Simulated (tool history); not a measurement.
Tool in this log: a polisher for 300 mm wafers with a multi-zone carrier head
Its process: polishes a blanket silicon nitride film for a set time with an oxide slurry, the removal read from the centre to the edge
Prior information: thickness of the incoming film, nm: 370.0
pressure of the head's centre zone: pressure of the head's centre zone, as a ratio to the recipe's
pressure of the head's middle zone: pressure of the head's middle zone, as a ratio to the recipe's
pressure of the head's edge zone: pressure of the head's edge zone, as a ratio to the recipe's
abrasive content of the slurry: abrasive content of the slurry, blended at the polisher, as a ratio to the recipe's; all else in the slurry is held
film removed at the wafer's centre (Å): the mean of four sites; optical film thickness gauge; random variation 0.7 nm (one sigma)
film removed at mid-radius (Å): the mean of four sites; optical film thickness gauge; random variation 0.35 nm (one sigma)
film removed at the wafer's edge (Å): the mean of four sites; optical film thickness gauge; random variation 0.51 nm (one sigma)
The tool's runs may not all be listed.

| run | hour | flow of slurry (ml/min) | pressure of the head's centre zone | pressure of the head's middle zone | pressure of the head's edge zone | abrasive content of the slurry | polishing time (s) | film removed at the wafer's centre (Å) | film removed at mid-radius (Å) | film removed at the wafer's edge (Å) |
|---|---|---|---|---|---|---|---|---|---|---|
| 1 | 0 | 245 | 1 | 1 | 1 | 1 | 81 | 352.04 | 350.96 | 343.84 |
| 2 | 4.7 | 245 | 1 | 0.95 | 1 | 1 | 81 | 351.97 | 342.59 | 340.36 |
| 3 | 6 | 265 | 1.06 | 0.97 | 1.01 | 1.15 | 81 | 410.44 | 383.16 | 372.49 |
| 4 | 11.7 | 280 | 1.1 | 0.96 | 1.03 | 1.25 | 81 | 453.64 | 394.52 | 406.72 |
| 5 | 13.2 | 295 | 1.13 | 0.98 | 1.02 | 1.3 | 81 | 470.15 | 413 | 406.14 |
| 6 | 16.6 | 295 | 1.13 | 0.98 | 1.02 | 1.3 | 74 | 435.82 | 370.04 | 367.73 |

Expected results for the next run?
| 7 | 18.3 | 310 | 1.15 | 0.98 | 1.02 | 1.35 | 76 | ? | ? | ? |

Run 7 yielded film removed at the wafer's centre (Å) 459.85, film removed at mid-radius (Å) 394.04, film removed at the wafer's edge (Å) 382.39.
